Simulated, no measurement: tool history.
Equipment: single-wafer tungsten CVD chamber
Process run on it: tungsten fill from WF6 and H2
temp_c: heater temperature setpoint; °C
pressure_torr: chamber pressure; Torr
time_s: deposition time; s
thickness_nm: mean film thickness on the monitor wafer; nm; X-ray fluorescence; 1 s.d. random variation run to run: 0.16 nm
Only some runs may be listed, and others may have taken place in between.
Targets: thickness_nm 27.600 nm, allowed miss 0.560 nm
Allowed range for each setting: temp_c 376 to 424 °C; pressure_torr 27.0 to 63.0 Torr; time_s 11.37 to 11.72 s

run,hour,temp_c,pressure_torr,time_s,thickness_nm
1,0.0,400,45.0,11.37,44.635
2,2.5,395,44.0,11.37,39.824
3,3.6,391,43.9,11.37,36.732
4,5.0,388,43.8,11.37,34.274
5,12.9,388,40.7,11.37,33.341
6,14.4,388,40.7,11.37,33.519
7,22.3,386,40.6,11.37,31.579
8,28.2,385,40.6,11.37,31.064
9,33.3,377,40.3,11.37,25.833
10,38.7,378,40.3,11.37,26.294
11,47.1,379,40.3,11.37,26.827

Which of these 5 next moves meets every target?
A,55.5,376,51.5,11.37,?
B,55.5,379,34.7,11.37,?
C,55.5,377,41.2,11.57,?
D,55.5,379,35.7,11.37,?
E,55.5,379,32.1,11.72,?

move,thickness_nm
A,27.564
B,25.396
C,26.334
D,25.672
E,25.419
A: hits every target within its allowed miss
B: further off than the last run
C: further off than the last run
D: further off than the last run
E: further off than the last run
Answer: A

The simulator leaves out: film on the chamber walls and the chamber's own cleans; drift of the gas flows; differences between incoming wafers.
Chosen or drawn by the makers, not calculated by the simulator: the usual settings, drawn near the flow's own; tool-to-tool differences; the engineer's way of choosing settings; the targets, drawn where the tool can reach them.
